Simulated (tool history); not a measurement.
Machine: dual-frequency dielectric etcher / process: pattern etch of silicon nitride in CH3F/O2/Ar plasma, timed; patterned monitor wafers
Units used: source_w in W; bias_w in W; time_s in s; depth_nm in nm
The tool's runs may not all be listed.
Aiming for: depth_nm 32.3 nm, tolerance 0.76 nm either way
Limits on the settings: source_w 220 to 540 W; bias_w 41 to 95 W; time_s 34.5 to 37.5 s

run	hour	source_w	bias_w	time_s	depth_nm
1	0	380	68	37.5	27.284
2	4.3	400	69	37.5	27.888
3	11.1	410	70	37.5	28.559
4	15.7	370	70	37.5	27.61
5	19	370	82	37.5	29.656
6	20.6	380	82	37.5	29.797
7	27.2	390	82	37.5	30.058
8	29.9	400	82	37.5	30.199
9	31.3	410	82	37.5	30.398
10	32.4	420	82	37.5	30.834
11	34.7	430	82	37.5	31.421
12	36.1	440	82	37.5	31.829

Exercise: of the 4 proposed moves below, exactly one satisfies all targets within the stated allowed misses. Which move is it?
A	37.5	420	91	35.5	?
B	37.5	440	83	36.5	?
C	37.5	460	89	36.5	?
D	37.5	410	80	37.5	?

move	depth_nm
A	31.001
B	30.932
C	32.453
D	30.522
A: its largest miss is bigger than the last run's
B: its largest miss is bigger than the last run's
C: all results in spec
D: its largest miss is bigger than the last run's
Correct choice: C, which meets every target

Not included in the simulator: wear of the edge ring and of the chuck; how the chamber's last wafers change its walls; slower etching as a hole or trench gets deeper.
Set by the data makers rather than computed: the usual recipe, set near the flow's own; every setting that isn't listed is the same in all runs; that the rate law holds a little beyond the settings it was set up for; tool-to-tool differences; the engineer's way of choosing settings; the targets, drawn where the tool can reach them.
